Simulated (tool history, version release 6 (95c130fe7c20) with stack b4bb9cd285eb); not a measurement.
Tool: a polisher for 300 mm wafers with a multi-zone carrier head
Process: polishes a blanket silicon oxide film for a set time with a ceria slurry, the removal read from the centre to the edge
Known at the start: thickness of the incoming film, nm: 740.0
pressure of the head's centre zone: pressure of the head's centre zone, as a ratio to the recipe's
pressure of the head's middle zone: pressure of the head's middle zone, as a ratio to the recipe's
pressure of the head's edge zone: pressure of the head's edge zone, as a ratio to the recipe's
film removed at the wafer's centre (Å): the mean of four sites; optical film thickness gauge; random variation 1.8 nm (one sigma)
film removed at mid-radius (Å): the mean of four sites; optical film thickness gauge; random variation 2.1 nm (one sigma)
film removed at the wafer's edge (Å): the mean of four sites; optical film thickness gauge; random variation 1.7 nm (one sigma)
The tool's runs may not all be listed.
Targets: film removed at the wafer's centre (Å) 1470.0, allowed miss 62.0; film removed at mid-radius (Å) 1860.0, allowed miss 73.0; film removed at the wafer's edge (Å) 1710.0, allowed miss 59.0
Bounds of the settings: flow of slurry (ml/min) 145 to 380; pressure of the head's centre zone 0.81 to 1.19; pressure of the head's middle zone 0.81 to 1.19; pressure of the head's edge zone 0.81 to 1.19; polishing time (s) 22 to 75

run  hour  flow of slurry (ml/min)  pressure of the head's centre zone  pressure of the head's middle zone  pressure of the head's edge zone  polishing time (s)  film removed at the wafer's centre (Å)  film removed at mid-radius (Å)  film removed at the wafer's edge (Å)
  1   0.0                      245                                1.00                                1.00                              1.00                  48                                  2293.5                          2318.1                                2325.9
  2   8.8                      245                                1.04                                1.00                              1.00                  48                                  2429.9                          2350.5                                2296.0
  3  12.2                      245                                1.04                                1.04                              1.00                  48                                  2387.4                          2438.7                                2332.5
  4  14.8                      280                                1.04                                1.04                              1.00                  48                                  2469.7                          2439.7                                2381.0
  5  15.4                      270                                1.02                                1.04                              0.98                  47                                  2355.4                          2422.8                                2225.4
  6  18.1                      260                                1.00                                1.03                              0.98                  46                                  2233.0                          2359.9                                2204.8
  7  18.7                      255                                0.98                                1.02                              0.97                  45                                  2151.6                          2262.3                                2156.4
  8  24.4                      250                                0.96                                1.02                              0.96                  44                                  2046.1                          2180.4                                2091.4
  9  28.2                      245                                0.94                                1.02                              0.95                  43                                  1930.3                          2137.5                                2042.3
 10  34.9                      245                                0.94                                1.02                              0.95                  43                                  1944.1                          2201.4                                2038.4
 11  36.8                      240                                0.93                                1.01                              0.94                  42                                  1903.9                          2096.5                                1991.9
 12  40.9                      220                                0.83                                1.07                              0.92                  34                                  1299.0                          1761.6                                1560.9
 13  45.6                      225                                0.83                                1.07                              0.93                  34                                  1339.0                          1755.1                                1580.3
 14  54.1                      230                                0.83                                1.07                              0.93                  34                                  1340.5                          1799.2                                1581.2
 15  60.5                      235                                0.83                                1.07                              0.94                  34                                  1322.7                          1737.5                                1593.3
 16  69.2                      250                                0.89                                1.11                              0.98                  37                                  1560.3                          2032.8                                1762.2

Which of these 5 next moves meets every target?
  A  77.9                      240                                0.86                                1.09                              1.00                  33                                       ?                               ?                                     ?
  B  77.9                      310                                0.90                                1.07                              0.97                  39                                       ?                               ?                                     ?
  C  77.9                      250                                0.89                                1.01                              0.87                  34                                       ?                               ?                                     ?
  D  77.9                      230                                0.86                                1.09                              0.97                  36                                       ?                               ?                                     ?
  E  77.9                      190                                0.93                                1.16                              0.94                  34                                       ?                               ?                                     ?

move  film removed at the wafer's centre (Å)  film removed at mid-radius (Å)  film removed at the wafer's edge (Å)
   A                                  1318.2                          1766.5                                1568.9
   B                                  1680.9                          2111.4                                1866.0
   C                                  1412.7                          1714.1                                1521.8
   D                                  1429.7                          1917.1                                1680.0
   E                                  1419.4                          1859.9                                1531.5
A: takes the result that was furthest off past its target
B: further off than the last run
C: takes the result that was furthest off past its target
D: meets every target
E: brings the result that was furthest off to its target, and leaves another outside
Answer: D
